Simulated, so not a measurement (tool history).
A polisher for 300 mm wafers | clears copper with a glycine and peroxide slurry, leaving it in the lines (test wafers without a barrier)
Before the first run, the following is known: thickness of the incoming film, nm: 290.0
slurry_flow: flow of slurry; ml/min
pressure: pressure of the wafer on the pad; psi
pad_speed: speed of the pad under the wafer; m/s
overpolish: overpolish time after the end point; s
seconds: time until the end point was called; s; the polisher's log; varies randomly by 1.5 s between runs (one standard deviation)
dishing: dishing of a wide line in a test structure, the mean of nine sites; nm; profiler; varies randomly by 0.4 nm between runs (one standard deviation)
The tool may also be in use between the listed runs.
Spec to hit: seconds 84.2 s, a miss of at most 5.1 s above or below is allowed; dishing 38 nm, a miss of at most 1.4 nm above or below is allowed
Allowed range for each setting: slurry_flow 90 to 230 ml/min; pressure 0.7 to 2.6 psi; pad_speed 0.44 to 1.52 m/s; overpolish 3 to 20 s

Run 1, hour 0: slurry_flow 150 ml/min, pressure 1.6 psi, pad_speed 0.98 m/s, overpolish 10 s. Result: seconds 65.514 s, dishing 31.621 nm.
Run 2, hour 5.3: slurry_flow 150 ml/min, pressure 1.6 psi, pad_speed 1.1 m/s, overpolish 10 s. Result: seconds 59.622 s, dishing 33.155 nm.
Run 3, hour 7.3: slurry_flow 150 ml/min, pressure 1.6 psi, pad_speed 1.1 m/s, overpolish 12 s. Result: seconds 59.658 s, dishing 38.229 nm.
Run 4, hour 12.3: slurry_flow 150 ml/min, pressure 1.9 psi, pad_speed 1.1 m/s, overpolish 12 s. Result: seconds 54.243 s, dishing 42.43 nm.
Run 5, hour 13.4: slurry_flow 145 ml/min, pressure 1.7 psi, pad_speed 1.06 m/s, overpolish 13 s. Result: seconds 61.591 s, dishing 41.913 nm.
Run 6, hour 21.2: slurry_flow 140 ml/min, pressure 1.6 psi, pad_speed 1.04 m/s, overpolish 13 s. Result: seconds 63.001 s, dishing 40.095 nm.
Run 7, hour 23.9: slurry_flow 140 ml/min, pressure 1.5 psi, pad_speed 1.02 m/s, overpolish 14 s. Result: seconds 67.651 s, dishing 40.394 nm.
Run 8, hour 31.2: slurry_flow 135 ml/min, pressure 1.4 psi, pad_speed 1 m/s, overpolish 14 s. Result: seconds 72.931 s, dishing 38.321 nm.
At hour 38.2: head pressure recalibrated.
Run 9, hour 38.2: slurry_flow 130 ml/min, pressure 1.4 psi, pad_speed 1 m/s, overpolish 14 s. Result: seconds 76.239 s, dishing 36.714 nm.
Run 10, hour 44.5: slurry_flow 125 ml/min, pressure 1.4 psi, pad_speed 1 m/s, overpolish 14 s. Result: seconds 78.789 s, dishing 35.884 nm.
Run 11, hour 52.1: slurry_flow 100 ml/min, pressure 1.4 psi, pad_speed 1 m/s, overpolish 15 s. Result: seconds 82.438 s, dishing 35.974 nm.

Exactly one of the 4 candidate moves below puts every result within its allowed miss. Which one?
Run A, hour 59.7: slurry_flow 190 ml/min, pressure 1.2 psi, pad_speed 0.98 m/s, overpolish 13 s. Result: seconds ?, dishing ?.
Run B, hour 59.7: slurry_flow 90 ml/min, pressure 1.7 psi, pad_speed 0.86 m/s, overpolish 16 s. Result: seconds ?, dishing ?.
Run C, hour 59.7: slurry_flow 90 ml/min, pressure 1.4 psi, pad_speed 1.08 m/s, overpolish 14 s. Result: seconds ?, dishing ?.
Run D, hour 59.7: slurry_flow 95 ml/min, pressure 1.4 psi, pad_speed 1.02 m/s, overpolish 14 s. Result: seconds ?, dishing ?.

move  seconds  dishing
   A   79.178   32.612
   B   82.139   38.348
   C    80.63   34.291
   D   82.112   33.802
A: lands further from the targets than the last run did
B: in spec on every target
C: lands further from the targets than the last run did
D: lands further from the targets than the last run did
Move B is the one to make.
